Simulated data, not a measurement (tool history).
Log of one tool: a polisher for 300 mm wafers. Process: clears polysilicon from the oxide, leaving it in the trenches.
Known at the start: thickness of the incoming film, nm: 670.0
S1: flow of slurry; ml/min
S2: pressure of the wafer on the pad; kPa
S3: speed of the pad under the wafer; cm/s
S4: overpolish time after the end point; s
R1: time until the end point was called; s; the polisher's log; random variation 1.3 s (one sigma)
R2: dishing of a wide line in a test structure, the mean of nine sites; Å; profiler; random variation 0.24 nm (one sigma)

run	hour	S1	S2	S3	S4	R1	R2
1	0.0	255	11.7	82	9	111.10	327.37
2	3.6	255	9.7	82	9	133.60	297.70
3	7.9	255	11.7	82	9	110.69	326.00
4	15.2	255	11.7	82	11	111.61	348.94
5	23.8	255	11.7	82	12	112.47	365.58
6	29.1	255	11.7	82	9	112.41	322.66
7	33.9	260	11.7	80	7	114.34	283.79
8	40.5	305	13.8	66	6	117.46	256.29

Forecast run 9:
9	44.2	335	15.2	60	5	?	?

Run 9 gave R1 112.04 s, R2 231.36 Å.
